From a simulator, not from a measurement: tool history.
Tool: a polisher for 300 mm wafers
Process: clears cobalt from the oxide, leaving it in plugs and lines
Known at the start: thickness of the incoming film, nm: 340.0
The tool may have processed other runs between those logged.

| run | hour | flow of slurry (ml/min) | pressure of the wafer on the pad (kPa) | speed of the pad under the wafer (m/s) | overpolish time after the end point (s) | time until the end point was called (s) | dishing of a wide line in a test structure (nm) |
|---|---|---|---|---|---|---|---|
| 1 | 0 | 235 | 14.5 | 1.28 | 19 | 64.369 | 49.64 |
| 2 | 5.2 | 235 | 11.7 | 1.28 | 19 | 78.365 | 46.453 |
| 3 | 13.9 | 235 | 11.7 | 1.28 | 23 | 79.584 | 47.925 |
| 4 | 16.8 | 235 | 11.7 | 1.34 | 20 | 75.28 | 47.341 |
| 5 | 21.8 | 235 | 11.7 | 1.14 | 20 | 87.34 | 44.331 |
| 6 | 25.6 | 260 | 13.1 | 1.1 | 18 | 80.984 | 43.916 |
| 7 | 31.7 | 280 | 13.8 | 1.06 | 16 | 80.443 | 41.243 |

Run 8 is up next; what results do you expect?
| 8 | 37.1 | 295 | 14.5 | 1.04 | 14 | ? | ? |

Run 8 produced time until the end point was called (s) 76.263, dishing of a wide line in a test structure (nm) 39.243.

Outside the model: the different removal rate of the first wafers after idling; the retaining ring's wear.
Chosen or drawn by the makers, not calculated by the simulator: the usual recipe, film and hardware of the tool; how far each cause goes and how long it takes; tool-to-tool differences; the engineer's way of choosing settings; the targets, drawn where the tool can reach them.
